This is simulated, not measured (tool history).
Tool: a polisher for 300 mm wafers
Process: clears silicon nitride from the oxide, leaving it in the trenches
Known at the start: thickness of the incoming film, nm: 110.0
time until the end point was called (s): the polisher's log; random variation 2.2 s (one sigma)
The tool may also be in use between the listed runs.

run	hour	flow of slurry (ml/min)	pressure of the wafer on the pad (kPa)	speed of the pad under the wafer (cm/s)	overpolish time after the end point (s)	time until the end point was called (s)
1	0	310	20.7	92	4	163.65
2	9	310	20.7	76	4	196.76
3	14.9	310	19.3	76	4	210.21
4	18.3	350	19.3	76	4	204.79
5	25.8	350	19.3	76	4	205.42
6	28.4	350	19.3	90	4	179.2

Forecast run 7:
7	37.4	350	17.2	90	4	?

time until the end point was called (s): 191.11
